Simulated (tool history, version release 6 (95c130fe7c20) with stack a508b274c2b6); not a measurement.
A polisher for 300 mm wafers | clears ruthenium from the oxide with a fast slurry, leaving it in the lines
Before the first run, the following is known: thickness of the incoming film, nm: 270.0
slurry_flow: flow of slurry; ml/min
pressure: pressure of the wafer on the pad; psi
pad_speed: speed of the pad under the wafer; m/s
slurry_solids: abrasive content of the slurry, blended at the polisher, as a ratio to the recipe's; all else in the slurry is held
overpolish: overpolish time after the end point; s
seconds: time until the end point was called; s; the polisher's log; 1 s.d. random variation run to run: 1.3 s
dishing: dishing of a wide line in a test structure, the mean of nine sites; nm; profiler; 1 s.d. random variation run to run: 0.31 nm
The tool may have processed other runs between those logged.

Run 1, hour 0.0: slurry_flow 235 ml/min, pressure 1.7 psi, pad_speed 1.08 m/s, slurry_solids 1.00, overpolish 19 s. Result: seconds 90.890 s, dishing 40.395 nm.
Run 2, hour 2.9: slurry_flow 235 ml/min, pressure 2.1 psi, pad_speed 1.08 m/s, slurry_solids 1.00, overpolish 19 s. Result: seconds 72.743 s, dishing 47.793 nm.
Run 3, hour 4.2: slurry_flow 235 ml/min, pressure 2.2 psi, pad_speed 1.00 m/s, slurry_solids 1.00, overpolish 16 s. Result: seconds 73.725 s, dishing 39.894 nm.
Run 4, hour 11.1: slurry_flow 240 ml/min, pressure 2.3 psi, pad_speed 0.86 m/s, slurry_solids 1.10, overpolish 13 s. Result: seconds 80.466 s, dishing 32.400 nm.
Run 5, hour 15.7: slurry_flow 240 ml/min, pressure 2.3 psi, pad_speed 0.86 m/s, slurry_solids 1.30, overpolish 13 s. Result: seconds 70.943 s, dishing 34.332 nm.
Run 6, hour 18.9: slurry_flow 240 ml/min, pressure 2.3 psi, pad_speed 0.86 m/s, slurry_solids 1.20, overpolish 13 s. Result: seconds 70.548 s, dishing 33.609 nm.
Run 7, hour 22.8: slurry_flow 255 ml/min, pressure 2.3 psi, pad_speed 0.78 m/s, slurry_solids 1.30, overpolish 11 s. Result: seconds 74.984 s, dishing 28.738 nm.
Run 8, hour 27.7: slurry_flow 285 ml/min, pressure 2.3 psi, pad_speed 0.76 m/s, slurry_solids 1.35, overpolish 10 s. Result: seconds 77.536 s, dishing 25.607 nm.
At hour 31.8: head pressure recalibrated.
Run 9, hour 31.8: slurry_flow 350 ml/min, pressure 2.5 psi, pad_speed 0.74 m/s, slurry_solids 1.50, overpolish 6 s. Result: seconds 61.533 s, dishing 19.511 nm.

Expected results for the next run?
Run 10, hour 40.6: slurry_flow 345 ml/min, pressure 2.5 psi, pad_speed 0.74 m/s, slurry_solids 1.50, overpolish 6 s. Result: seconds ?, dishing ?.

{"run 10": {"seconds": 61.793, "dishing": 19.154}}
